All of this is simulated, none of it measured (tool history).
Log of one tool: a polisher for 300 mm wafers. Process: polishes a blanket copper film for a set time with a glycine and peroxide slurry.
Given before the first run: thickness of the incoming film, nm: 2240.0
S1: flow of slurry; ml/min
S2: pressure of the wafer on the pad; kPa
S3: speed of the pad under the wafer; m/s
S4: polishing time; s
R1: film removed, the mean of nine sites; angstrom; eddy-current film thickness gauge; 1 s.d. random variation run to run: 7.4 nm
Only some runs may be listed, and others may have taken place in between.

run  hour   S1    S2    S3  S4      R1
  1     0  255  22.1  1.02  99  5119.4
  2   3.9  255  23.4  1.02  99  5299.5
  3   4.6  295  23.4  1.02  99  5499.3
  4   5.7  300  24.8  1.02  99  5730.1
  5  14.4  300  26.2  1.02  99    5897
  6  17.3  300    31  1.02  99  6873.5
  7  20.6  300  31.7  1.02  99  7130.7
  8  25.6  300  32.4  1.02  99  7264.2

Run 9, settings as shown, results not yet in. Your forecast:
  9  33.8  305  33.8  1.04  99   ?

{"run 9": {"R1": 7648.3}}

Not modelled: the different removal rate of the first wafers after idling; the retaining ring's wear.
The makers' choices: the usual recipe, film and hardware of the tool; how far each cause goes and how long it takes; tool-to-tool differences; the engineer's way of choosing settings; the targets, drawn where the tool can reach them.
